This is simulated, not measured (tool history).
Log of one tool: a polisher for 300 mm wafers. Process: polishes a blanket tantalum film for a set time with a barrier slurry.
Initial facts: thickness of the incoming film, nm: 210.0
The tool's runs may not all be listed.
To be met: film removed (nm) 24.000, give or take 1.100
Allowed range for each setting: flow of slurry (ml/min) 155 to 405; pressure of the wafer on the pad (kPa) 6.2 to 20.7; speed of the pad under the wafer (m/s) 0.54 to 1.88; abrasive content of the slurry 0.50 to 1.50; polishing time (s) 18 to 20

run,hour,flow of slurry (ml/min),pressure of the wafer on the pad (kPa),speed of the pad under the wafer (m/s),abrasive content of the slurry,polishing time (s),film removed (nm)
1,0.0,260,13.1,1.20,1.00,20,41.360
2,3.4,310,13.1,1.20,1.00,20,40.618
3,7.3,310,11.7,1.20,1.00,20,37.757
4,13.6,370,11.7,1.20,1.00,20,38.201
5,22.5,370,11.0,1.18,1.00,20,34.678
6,25.1,350,11.0,1.18,1.00,20,34.141
7,33.0,350,10.3,1.18,1.00,20,32.041
8,38.3,350,9.7,1.18,1.00,20,30.230
9,41.7,350,9.0,1.18,1.00,20,28.401

Exercise: of the 4 proposed moves below, exactly one satisfies all targets within the stated allowed misses. Which move is it?
A,45.1,280,8.3,1.16,1.40,20,?
B,45.1,365,7.6,1.28,1.10,18,?
C,45.1,340,10.3,1.38,0.95,19,?
D,45.1,350,7.6,1.08,0.95,19,?

move,film removed (nm)
A,27.483
B,24.359
C,35.906
D,21.084
A: closes in on the targets versus the last run, not all within tolerance yet
B: each result inside its tolerance
C: misses by more than the last run did
D: the result that was furthest off in the last run now lies on the other side of its target
Answer: B
